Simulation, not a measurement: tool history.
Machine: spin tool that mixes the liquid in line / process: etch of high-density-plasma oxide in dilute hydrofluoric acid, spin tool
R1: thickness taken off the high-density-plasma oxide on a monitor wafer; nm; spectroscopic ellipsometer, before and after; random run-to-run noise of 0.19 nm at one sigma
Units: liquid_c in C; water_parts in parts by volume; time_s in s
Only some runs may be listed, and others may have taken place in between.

run 1 hour=0.0 | liquid_c=26.0 water_parts=250 time_s=315 | R1=9.8941
run 2 hour=8.6 | liquid_c=23.5 water_parts=250 time_s=315 | R1=9.0879
run 3 hour=11.5 | liquid_c=25.0 water_parts=225 time_s=315 | R1=10.8890
run 4 hour=13.0 | liquid_c=25.0 water_parts=160 time_s=315 | R1=16.5180
run 5 hour=20.3 | liquid_c=26.0 water_parts=150 time_s=315 | R1=18.3370
run 6 hour=21.8 | liquid_c=26.0 water_parts=70 time_s=315 | R1=44.3050
run 7 hour=25.5 | liquid_c=25.5 water_parts=70 time_s=315 | R1=42.9950

Run 8, settings as shown, results not yet in. Your forecast:
run 8 hour=29.7 | liquid_c=25.0 water_parts=70 time_s=315 | R1=?

{"run 8": {"R1": 42.337}}
